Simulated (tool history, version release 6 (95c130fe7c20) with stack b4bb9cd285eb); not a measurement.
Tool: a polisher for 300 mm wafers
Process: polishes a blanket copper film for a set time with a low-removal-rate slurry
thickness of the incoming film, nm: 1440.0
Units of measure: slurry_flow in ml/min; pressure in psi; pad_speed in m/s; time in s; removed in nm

run  hour  slurry_flow  pressure  pad_speed  slurry_solids  time  removed
  1     0          160       2.5       1.24              1   117   436.84
  2   7.5          165       2.9       1.24              1   117   494.04
  3  15.1          180       2.9       1.24              1   117   508.69
  4  16.5          180       2.9       1.24              1   123   535.79
  5    19          180       2.9       1.24            0.9   123   516.54
  6  27.7          155       2.9       1.24            0.9   123   508.04

Run 7 comes next. What will it give?
  7  30.2          160       3.2       1.24            0.9   123        ?

{"run 7": {"removed": 563.73}}
